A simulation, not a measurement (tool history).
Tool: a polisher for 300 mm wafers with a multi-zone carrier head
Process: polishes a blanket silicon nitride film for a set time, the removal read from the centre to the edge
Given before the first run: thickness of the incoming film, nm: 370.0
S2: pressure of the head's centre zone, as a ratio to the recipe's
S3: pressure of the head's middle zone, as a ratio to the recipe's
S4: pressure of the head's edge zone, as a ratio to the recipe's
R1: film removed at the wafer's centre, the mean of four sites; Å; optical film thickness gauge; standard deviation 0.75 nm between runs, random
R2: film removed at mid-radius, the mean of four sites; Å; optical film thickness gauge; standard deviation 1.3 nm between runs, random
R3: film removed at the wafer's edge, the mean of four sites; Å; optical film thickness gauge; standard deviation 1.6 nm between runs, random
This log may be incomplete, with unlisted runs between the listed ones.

{"run": 1, "hour": 0.0, "flow of slurry (ml/min)": 185, "S2": 1, "S3": 1, "S4": 1, "polishing time (s)": 65, "R1": 1067.8, "R2": 1119.1, "R3": 1101.3}
{"run": 2, "hour": 6.8, "flow of slurry (ml/min)": 185, "S2": 1.03, "S3": 1, "S4": 1, "polishing time (s)": 65, "R1": 1101.9, "R2": 1107.7, "R3": 1095}
{"run": 3, "hour": 13.6, "flow of slurry (ml/min)": 185, "S2": 1.03, "S3": 1, "S4": 1, "polishing time (s)": 58, "R1": 974.87, "R2": 982.96, "R3": 959.26}
{"run": 4, "hour": 15.0, "flow of slurry (ml/min)": 185, "S2": 1.03, "S3": 1, "S4": 1, "polishing time (s)": 49, "R1": 826.42, "R2": 849.22, "R3": 834.29}
{"run": 5, "hour": 16.8, "flow of slurry (ml/min)": 185, "S2": 1.03, "S3": 1.04, "S4": 1, "polishing time (s)": 49, "R1": 821.68, "R2": 861.37, "R3": 803.05}
{"run": 6, "hour": 24.5, "flow of slurry (ml/min)": 185, "S2": 1.03, "S3": 1.08, "S4": 1, "polishing time (s)": 49, "R1": 826.05, "R2": 892.93, "R3": 824.96}
{"run": 7, "hour": 31.3, "flow of slurry (ml/min)": 190, "S2": 1.01, "S3": 1.09, "S4": 1.01, "polishing time (s)": 51, "R1": 843.26, "R2": 938.9, "R3": 860.98}
{"run": 8, "hour": 32.4, "flow of slurry (ml/min)": 195, "S2": 0.99, "S3": 1.1, "S4": 1.02, "polishing time (s)": 53, "R1": 870.79, "R2": 997.83, "R3": 900.13}
{"run": 9, "hour": 37.2, "flow of slurry (ml/min)": 195, "S2": 0.99, "S3": 1.1, "S4": 1.02, "polishing time (s)": 53, "R1": 862.9, "R2": 966.35, "R3": 884.48}
{"run": 10, "hour": 43.3, "flow of slurry (ml/min)": 190, "S2": 0.97, "S3": 1.11, "S4": 1.02, "polishing time (s)": 56, "R1": 896.53, "R2": 1053.4, "R3": 965.35}

Predict the results of run 11:
{"run": 11, "hour": 47.5, "flow of slurry (ml/min)": 195, "S2": 0.96, "S3": 1.12, "S4": 1.02, "polishing time (s)": 57, "R1": "?", "R2": "?", "R3": "?"}

{"run 11": {"R1": 897.84, "R2": 1078.6, "R3": 946.47}}
